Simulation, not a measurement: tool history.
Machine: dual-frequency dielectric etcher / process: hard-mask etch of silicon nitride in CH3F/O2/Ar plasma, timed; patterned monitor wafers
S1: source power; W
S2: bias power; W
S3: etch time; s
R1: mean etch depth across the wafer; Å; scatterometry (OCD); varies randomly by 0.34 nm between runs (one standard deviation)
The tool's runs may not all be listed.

{"run": 1, "hour": 0.0, "S1": 400, "S2": 72, "S3": 159.5, "R1": 1065.9}
{"run": 2, "hour": 5.4, "S1": 440, "S2": 77, "S3": 159.5, "R1": 1149.5}
{"run": 3, "hour": 6.7, "S1": 370, "S2": 77, "S3": 159.5, "R1": 1048.5}
{"run": 4, "hour": 9.5, "S1": 370, "S2": 77, "S3": 159.5, "R1": 1051.7}
{"run": 5, "hour": 13.2, "S1": 370, "S2": 77, "S3": 159.5, "R1": 1045.8}
{"run": 6, "hour": 19.4, "S1": 370, "S2": 77, "S3": 146, "R1": 964.27}
{"run": 7, "hour": 21.7, "S1": 410, "S2": 81, "S3": 148, "R1": 1043.4}

Run 8, settings as shown, results not yet in. Your forecast:
{"run": 8, "hour": 28.0, "S1": 440, "S2": 84, "S3": 151, "R1": "?"}

R1: 1124.1 Å

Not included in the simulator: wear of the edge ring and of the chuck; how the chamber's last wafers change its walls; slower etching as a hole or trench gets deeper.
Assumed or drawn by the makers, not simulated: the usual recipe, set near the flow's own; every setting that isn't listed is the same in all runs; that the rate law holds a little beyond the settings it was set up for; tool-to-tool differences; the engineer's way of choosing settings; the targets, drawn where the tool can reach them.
